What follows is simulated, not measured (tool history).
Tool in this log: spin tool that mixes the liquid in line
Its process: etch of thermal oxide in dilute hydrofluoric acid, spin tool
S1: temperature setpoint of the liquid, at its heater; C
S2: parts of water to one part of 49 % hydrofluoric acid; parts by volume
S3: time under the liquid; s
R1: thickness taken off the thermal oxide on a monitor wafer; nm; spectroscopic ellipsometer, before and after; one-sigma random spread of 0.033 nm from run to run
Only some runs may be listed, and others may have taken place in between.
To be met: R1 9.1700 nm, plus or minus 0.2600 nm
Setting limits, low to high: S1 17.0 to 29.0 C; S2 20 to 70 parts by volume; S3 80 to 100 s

run 1 day=0.000 | S1=21.0 S2=40 S3=100 | R1=12.8910
run 2 day=0.350 | S1=21.0 S2=30 S3=100 | R1=17.3530
run 3 day=0.454 | S1=20.5 S2=35 S3=100 | R1=14.5870
run 4 day=0.738 | S1=20.5 S2=35 S3=80 | R1=11.5910
run 5 day=0.808 | S1=20.0 S2=35 S3=80 | R1=11.3940
run 6 day=1.092 | S1=20.0 S2=25 S3=80 | R1=16.2090
run 7 day=1.388 | S1=19.5 S2=25 S3=80 | R1=15.6780
run 8 day=1.529 | S1=19.0 S2=25 S3=80 | R1=15.5650
run 9 day=1.554 | S1=18.5 S2=30 S3=80 | R1=12.5130
run 10 day=1.667 | S1=17.0 S2=40 S3=80 | R1=8.6757
run 11 day=2.038 | S1=17.5 S2=40 S3=80 | R1=8.8504

Of the 5 settings listed for the next run, only one would bring every result within its allowed miss of target. Which one?
run A day=2.408 | S1=18.0 S2=55 S3=100 | R1=?
run B day=2.408 | S1=18.0 S2=45 S3=85 | R1=?
run C day=2.408 | S1=17.0 S2=40 S3=85 | R1=?
run D day=2.408 | S1=17.5 S2=50 S3=95 | R1=?
run E day=2.408 | S1=17.0 S2=40 S3=80 | R1=?

move=A R1=8.0883
move=B R1=8.4994
move=C R1=9.2065
move=D R1=8.3188
move=E R1=8.6650
A: further off than the last run
B: further off than the last run
C: every result within its allowed miss
D: further off than the last run
E: further off than the last run
C is the move that brings every result within its allowed miss.
